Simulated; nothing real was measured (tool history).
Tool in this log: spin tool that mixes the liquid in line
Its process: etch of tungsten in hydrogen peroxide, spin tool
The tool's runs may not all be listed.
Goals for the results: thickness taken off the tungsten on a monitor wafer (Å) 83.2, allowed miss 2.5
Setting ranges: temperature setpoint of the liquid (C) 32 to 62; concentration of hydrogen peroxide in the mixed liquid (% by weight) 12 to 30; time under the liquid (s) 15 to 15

run	hour	temperature setpoint of the liquid (C)	concentration of hydrogen peroxide in the mixed liquid (% by weight)	time under the liquid (s)	thickness taken off the tungsten on a monitor wafer (Å)
1	0	46	21	15	102.8
2	2.3	46	16.5	15	90.391
3	8.3	46	16.5	15	90.752
4	12.1	46	21	15	102.27
5	17.6	46	21	15	103.21
6	18.5	51.5	21	15	144.64
7	19.1	49	21	15	124.2
8	26.2	47	21	15	109.6
9	33.3	42	21	15	79.841

Exactly one of the 4 candidate moves below puts every result within its allowed miss. Which one?
A	40.4	43	23	15	?
B	40.4	44	20.5	15	?
C	40.4	41.5	27	15	?
D	40.4	43	20.5	15	?

move	thickness taken off the tungsten on a monitor wafer (Å)
A	88.842
B	89.387
C	87.426
D	83.875
A: pushes the last run's worst result past its target
B: pushes the last run's worst result past its target
C: pushes the last run's worst result past its target
D: each result inside its tolerance
The move that meets every target is D.

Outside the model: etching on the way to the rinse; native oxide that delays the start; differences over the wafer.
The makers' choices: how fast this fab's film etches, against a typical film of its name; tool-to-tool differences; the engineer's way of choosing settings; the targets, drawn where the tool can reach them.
